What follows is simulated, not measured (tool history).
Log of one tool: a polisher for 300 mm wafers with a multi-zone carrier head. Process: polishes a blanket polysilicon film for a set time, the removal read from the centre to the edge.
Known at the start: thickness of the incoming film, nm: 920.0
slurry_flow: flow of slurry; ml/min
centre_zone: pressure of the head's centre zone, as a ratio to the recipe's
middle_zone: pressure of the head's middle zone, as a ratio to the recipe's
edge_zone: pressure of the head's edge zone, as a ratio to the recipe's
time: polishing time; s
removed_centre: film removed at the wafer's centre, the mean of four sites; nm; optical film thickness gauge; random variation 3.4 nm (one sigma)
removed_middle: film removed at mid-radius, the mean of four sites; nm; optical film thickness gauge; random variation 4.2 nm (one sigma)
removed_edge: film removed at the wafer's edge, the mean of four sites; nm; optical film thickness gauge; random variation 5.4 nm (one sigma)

run    day  slurry_flow  centre_zone  middle_zone  edge_zone  time  removed_centre  removed_middle  removed_edge
  1      0          300            1            1          1    42          288.12          282.96        284.48
  2  0.071          305         1.03            1       1.04    46          326.63          306.19        319.47
  3  0.208          305         1.03         1.07       1.04    46          328.27          330.28        319.99
  4  0.496          305         1.05         1.06       1.07    49          355.94          351.91        352.46
  5  0.554          340         1.05         1.06       1.07    49           358.9          357.51        348.52
  6  0.771          340         1.05         1.06       1.07    42          308.28          298.07        297.13
     1.112  -- worn pad replaced by a new one
  7  1.112          355         1.13         0.96       1.17    54           459.3          386.08        437.51

Forecast run 8:
  8  1.45          360         1.13         0.97       1.18    54               ?               ?             ?

{"run 8": {"removed_centre": 465.56, "removed_middle": 391.59, "removed_edge": 429.57}}
